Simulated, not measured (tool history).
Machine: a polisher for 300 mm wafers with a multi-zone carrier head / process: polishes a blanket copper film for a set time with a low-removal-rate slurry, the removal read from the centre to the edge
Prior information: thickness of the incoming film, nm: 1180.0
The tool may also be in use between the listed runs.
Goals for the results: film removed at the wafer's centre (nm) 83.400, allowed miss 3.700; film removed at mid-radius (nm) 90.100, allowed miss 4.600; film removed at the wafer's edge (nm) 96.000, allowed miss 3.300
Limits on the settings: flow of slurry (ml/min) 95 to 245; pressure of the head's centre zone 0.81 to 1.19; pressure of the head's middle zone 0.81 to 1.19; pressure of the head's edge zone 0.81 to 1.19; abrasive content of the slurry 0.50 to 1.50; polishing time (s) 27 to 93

| run | hour | flow of slurry (ml/min) | pressure of the head's centre zone | pressure of the head's middle zone | pressure of the head's edge zone | abrasive content of the slurry | polishing time (s) | film removed at the wafer's centre (nm) | film removed at mid-radius (nm) | film removed at the wafer's edge (nm) |
|---|---|---|---|---|---|---|---|---|---|---|
| 1 | 0.0 | 155 | 1.00 | 1.00 | 1.00 | 1.00 | 59 | 125.550 | 127.840 | 125.570 |
| 2 | 5.0 | 140 | 1.00 | 1.00 | 1.00 | 1.00 | 59 | 123.290 | 128.590 | 123.530 |
| 3 | 8.2 | 140 | 0.98 | 0.98 | 1.00 | 0.95 | 58 | 122.210 | 116.070 | 119.080 |
| 4 | 8.9 | 110 | 0.98 | 0.98 | 1.00 | 0.95 | 58 | 111.920 | 113.830 | 115.300 |
| 5 | 12.8 | 110 | 0.98 | 0.90 | 1.00 | 0.95 | 58 | 115.380 | 104.970 | 115.900 |
| 6 | 17.6 | 110 | 0.98 | 0.90 | 0.96 | 0.95 | 58 | 114.120 | 103.520 | 113.550 |
| 7 | 19.5 | 110 | 0.96 | 0.91 | 0.96 | 0.90 | 57 | 107.010 | 102.850 | 112.260 |
| 8 | 20.8 | 110 | 0.96 | 0.92 | 0.95 | 0.85 | 56 | 103.760 | 101.600 | 106.400 |
| 9 | 22.7 | 110 | 0.94 | 0.92 | 0.95 | 0.80 | 56 | 100.940 | 102.070 | 106.690 |
| 10 | 28.5 | 110 | 0.93 | 0.91 | 0.95 | 0.75 | 56 | 102.080 | 99.645 | 105.170 |
| 11 | 31.0 | 110 | 0.91 | 0.91 | 0.94 | 0.75 | 56 | 98.111 | 99.741 | 104.880 |
| 12 | 32.9 | 110 | 0.90 | 0.91 | 0.94 | 0.75 | 56 | 96.577 | 98.587 | 104.640 |
|  | 41.2 | edge zone pressure recalibrated |
| 13 | 41.2 | 110 | 0.89 | 0.91 | 0.93 | 0.75 | 56 | 95.584 | 95.920 | 108.390 |

5 next moves are on the table. One of them brings every result within its allowed miss. Which?
| A | 49.5 | 110 | 0.88 | 0.96 | 0.91 | 0.75 | 53 | ? | ? | ? |
| B | 49.5 | 95 | 0.88 | 1.16 | 0.97 | 0.50 | 54 | ? | ? | ? |
| C | 49.5 | 95 | 0.89 | 1.11 | 0.99 | 0.75 | 50 | ? | ? | ? |
| D | 49.5 | 95 | 0.88 | 1.06 | 0.96 | 0.50 | 50 | ? | ? | ? |
| E | 49.5 | 100 | 0.89 | 0.97 | 0.97 | 0.70 | 50 | ? | ? | ? |

| move | film removed at the wafer's centre (nm) | film removed at mid-radius (nm) | film removed at the wafer's edge (nm) |
|---|---|---|---|
| A | 90.523 | 99.484 | 101.880 |
| B | 83.142 | 107.760 | 97.664 |
| C | 82.617 | 102.290 | 97.307 |
| D | 76.929 | 92.354 | 90.106 |
| E | 82.875 | 91.422 | 96.331 |
A: closer than the last run, but not yet in spec
B: brings the result that was furthest off to its target, and leaves another outside
C: brings the result that was furthest off to its target, and leaves another outside
D: the result that was furthest off in the last run now lies on the other side of its target
E: every result within its allowed miss
Correct choice: E, which meets every target
